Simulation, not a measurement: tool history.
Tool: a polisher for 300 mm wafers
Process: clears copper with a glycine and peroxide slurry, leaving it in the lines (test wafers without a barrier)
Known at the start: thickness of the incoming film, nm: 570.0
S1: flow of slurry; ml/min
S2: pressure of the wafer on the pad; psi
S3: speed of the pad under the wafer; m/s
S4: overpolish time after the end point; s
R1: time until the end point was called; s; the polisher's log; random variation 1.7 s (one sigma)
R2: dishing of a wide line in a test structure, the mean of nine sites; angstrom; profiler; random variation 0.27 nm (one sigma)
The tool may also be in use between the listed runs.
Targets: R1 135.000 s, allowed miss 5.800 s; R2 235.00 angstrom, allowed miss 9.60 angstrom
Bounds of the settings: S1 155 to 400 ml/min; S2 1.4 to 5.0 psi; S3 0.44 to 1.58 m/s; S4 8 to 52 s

run	hour	S1	S2	S3	S4	R1	R2
1	0.0	255	3.2	1.00	26	94.887	623.37
2	0.7	255	3.2	0.88	26	108.100	606.41
3	5.9	225	2.7	0.92	21	116.230	523.92
4	13.6	225	2.7	0.92	31	114.480	651.07
5	22.1	275	2.3	0.92	25	122.800	548.04
6	26.6	275	1.8	0.92	25	140.270	522.73
7	31.6	310	1.7	0.90	20	148.060	442.55
8	38.5	335	1.6	0.92	17	144.100	399.79
9	47.3	400	1.4	0.88	8	155.880	205.64

Which of these 4 next moves meets every target?
A	56.1	400	2.1	0.84	8	?	?
B	56.1	375	1.4	0.68	11	?	?
C	56.1	330	1.4	0.74	12	?	?
D	56.1	360	1.4	0.74	12	?	?

move	R1	R2
A	131.250	240.10
B	183.960	238.25
C	174.980	266.17
D	173.980	267.43
A: meets every target
B: further off than the last run
C: further off than the last run
D: further off than the last run
The right move is A.

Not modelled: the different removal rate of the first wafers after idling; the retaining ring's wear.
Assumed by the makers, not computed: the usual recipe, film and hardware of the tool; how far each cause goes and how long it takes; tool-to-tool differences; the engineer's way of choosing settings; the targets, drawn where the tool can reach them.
